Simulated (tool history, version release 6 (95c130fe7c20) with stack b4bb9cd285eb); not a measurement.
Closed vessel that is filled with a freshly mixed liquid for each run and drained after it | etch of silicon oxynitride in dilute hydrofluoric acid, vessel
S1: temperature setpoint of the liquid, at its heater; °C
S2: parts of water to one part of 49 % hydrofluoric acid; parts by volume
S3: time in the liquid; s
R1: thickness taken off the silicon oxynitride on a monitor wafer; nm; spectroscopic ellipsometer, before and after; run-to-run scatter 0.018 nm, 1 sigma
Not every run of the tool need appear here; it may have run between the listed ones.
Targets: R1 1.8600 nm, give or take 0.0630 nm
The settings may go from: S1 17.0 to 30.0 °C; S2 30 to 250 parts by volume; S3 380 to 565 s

{"run": 1, "hour": 0.0, "S1": 22.0, "S2": 140, "S3": 565, "R1": 4.8267}
{"run": 2, "hour": 6.1, "S1": 22.0, "S2": 140, "S3": 565, "R1": 4.9041}
{"run": 3, "hour": 6.8, "S1": 21.5, "S2": 155, "S3": 560, "R1": 4.0835}
{"run": 4, "hour": 15.7, "S1": 21.0, "S2": 165, "S3": 560, "R1": 3.7819}
{"run": 5, "hour": 17.4, "S1": 20.5, "S2": 175, "S3": 560, "R1": 3.5156}
{"run": 6, "hour": 21.8, "S1": 20.0, "S2": 185, "S3": 555, "R1": 3.1956}
{"run": 7, "hour": 29.4, "S1": 19.5, "S2": 195, "S3": 555, "R1": 2.8807}
{"run": 8, "hour": 31.5, "S1": 19.0, "S2": 205, "S3": 555, "R1": 2.688}
{"run": 9, "hour": 40.2, "S1": 18.5, "S2": 210, "S3": 555, "R1": 2.5357}
{"run": 10, "hour": 49.0, "S1": 18.5, "S2": 215, "S3": 555, "R1": 2.4762}
{"run": 11, "hour": 52.0, "S1": 18.5, "S2": 215, "S3": 555, "R1": 2.4636}
{"run": 12, "hour": 58.7, "S1": 18.5, "S2": 220, "S3": 555, "R1": 2.4316}
{"run": 13, "hour": 62.7, "S1": 18.5, "S2": 225, "S3": 550, "R1": 2.3635}

4 next moves are on the table. One of them brings every result within its allowed miss. Which?
{"run": "A", "hour": 66.7, "S1": 19.5, "S2": 220, "S3": 565, "R1": "?"}
{"run": "B", "hour": 66.7, "S1": 17.0, "S2": 250, "S3": 520, "R1": "?"}
{"run": "C", "hour": 66.7, "S1": 17.0, "S2": 230, "S3": 560, "R1": "?"}
{"run": "D", "hour": 66.7, "S1": 19.5, "S2": 205, "S3": 545, "R1": "?"}

move=A R1=2.6059
move=B R1=1.8454
move=C R1=2.1848
move=D R1=2.7235
A: misses by more than the last run did
B: in spec on every target
C: moves toward the targets from the last run without getting all of them in spec
D: misses by more than the last run did
The move that meets every target is B.
